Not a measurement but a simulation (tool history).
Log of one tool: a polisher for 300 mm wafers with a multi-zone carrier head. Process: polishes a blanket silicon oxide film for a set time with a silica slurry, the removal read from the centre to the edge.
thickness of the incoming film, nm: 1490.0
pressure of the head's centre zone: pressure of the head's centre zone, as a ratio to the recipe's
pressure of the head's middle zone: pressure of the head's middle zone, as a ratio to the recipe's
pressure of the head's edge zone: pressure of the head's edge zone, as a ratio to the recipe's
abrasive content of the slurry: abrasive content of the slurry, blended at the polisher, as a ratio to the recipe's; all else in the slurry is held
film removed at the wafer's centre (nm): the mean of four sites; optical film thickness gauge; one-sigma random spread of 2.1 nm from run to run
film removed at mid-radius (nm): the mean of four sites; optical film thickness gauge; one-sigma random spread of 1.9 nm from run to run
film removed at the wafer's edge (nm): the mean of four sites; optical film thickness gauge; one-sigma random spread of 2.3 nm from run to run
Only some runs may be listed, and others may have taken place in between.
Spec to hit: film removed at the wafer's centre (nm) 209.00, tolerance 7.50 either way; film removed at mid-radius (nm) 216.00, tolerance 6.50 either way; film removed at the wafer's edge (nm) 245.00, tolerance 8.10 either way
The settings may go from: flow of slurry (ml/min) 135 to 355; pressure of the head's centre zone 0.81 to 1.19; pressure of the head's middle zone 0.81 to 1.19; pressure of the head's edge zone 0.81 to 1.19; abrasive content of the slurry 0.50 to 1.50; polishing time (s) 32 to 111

run,day,flow of slurry (ml/min),pressure of the head's centre zone,pressure of the head's middle zone,pressure of the head's edge zone,abrasive content of the slurry,polishing time (s),film removed at the wafer's centre (nm),film removed at mid-radius (nm),film removed at the wafer's edge (nm)
1,0.000,225,1.00,1.00,1.00,1.00,71,204.04,198.75,202.51
2,0.233,230,0.99,1.00,1.04,1.05,71,211.02,210.13,206.44
3,0.404,210,0.96,0.96,1.03,1.10,72,207.90,207.54,212.11
4,0.629,200,0.94,0.93,1.05,1.15,73,213.04,210.48,225.16
5,0.679,200,0.93,0.92,1.07,1.15,73,214.09,210.46,227.40
6,0.938,200,0.91,0.91,1.09,1.15,73,206.54,205.42,235.86
7,1.279,205,0.91,0.92,1.10,1.15,73,208.05,207.18,229.22
8,1.558,205,0.90,0.92,1.11,1.15,73,204.91,207.73,233.46

Consider the 4 candidate settings below. Which is the only one whose results all fall within their allowed miss of target?
A,1.838,200,0.88,0.86,1.14,1.10,77,?,?,?
B,1.838,220,0.83,0.94,0.98,1.25,71,?,?,?
C,1.838,165,0.92,0.90,1.04,1.05,79,?,?,?
D,1.838,245,0.86,0.90,1.10,1.20,74,?,?,?

move,film removed at the wafer's centre (nm),film removed at mid-radius (nm),film removed at the wafer's edge (nm)
A,206.30,201.09,242.45
B,195.39,215.93,223.57
C,210.58,205.01,228.11
D,207.65,214.15,243.05
A: meets the target for the result that was furthest off, but another lies outside its allowed miss
B: moves away from the targets compared with the last run
C: moves away from the targets compared with the last run
D: meets every target
Move D is the one to make.

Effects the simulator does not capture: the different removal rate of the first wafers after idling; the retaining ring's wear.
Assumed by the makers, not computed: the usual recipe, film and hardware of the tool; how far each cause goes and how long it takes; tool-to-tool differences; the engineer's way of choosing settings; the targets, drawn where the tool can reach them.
